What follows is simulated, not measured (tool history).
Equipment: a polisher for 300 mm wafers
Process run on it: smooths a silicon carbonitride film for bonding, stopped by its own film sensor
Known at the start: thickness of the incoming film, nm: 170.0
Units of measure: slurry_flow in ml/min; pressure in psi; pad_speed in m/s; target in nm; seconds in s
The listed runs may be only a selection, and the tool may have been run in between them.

| run | day | slurry_flow | pressure | pad_speed | slurry_solids | target | seconds |
|---|---|---|---|---|---|---|---|
| 1 | 0.000 | 125 | 1.7 | 0.94 | 1.0 | 150 | 91.638 |
| 2 | 0.079 | 125 | 1.6 | 0.88 | 1.0 | 150 | 102.830 |
| 3 | 0.308 | 125 | 1.5 | 0.84 | 1.0 | 150 | 110.560 |
| 4 | 0.512 | 125 | 1.5 | 0.84 | 0.9 | 150 | 118.440 |
| 5 | 0.858 | 125 | 1.5 | 0.84 | 1.0 | 150 | 116.110 |
| 6 | 1.179 | 125 | 1.4 | 0.82 | 1.0 | 150 | 126.700 |
| 7 | 1.504 | 125 | 1.3 | 0.80 | 1.0 | 150 | 134.020 |

For run 8, what comes out?
| 8 | 1.671 | 125 | 1.2 | 0.78 | 1.0 | 150 | ? |

Run 8 came out at seconds 151.240 s.

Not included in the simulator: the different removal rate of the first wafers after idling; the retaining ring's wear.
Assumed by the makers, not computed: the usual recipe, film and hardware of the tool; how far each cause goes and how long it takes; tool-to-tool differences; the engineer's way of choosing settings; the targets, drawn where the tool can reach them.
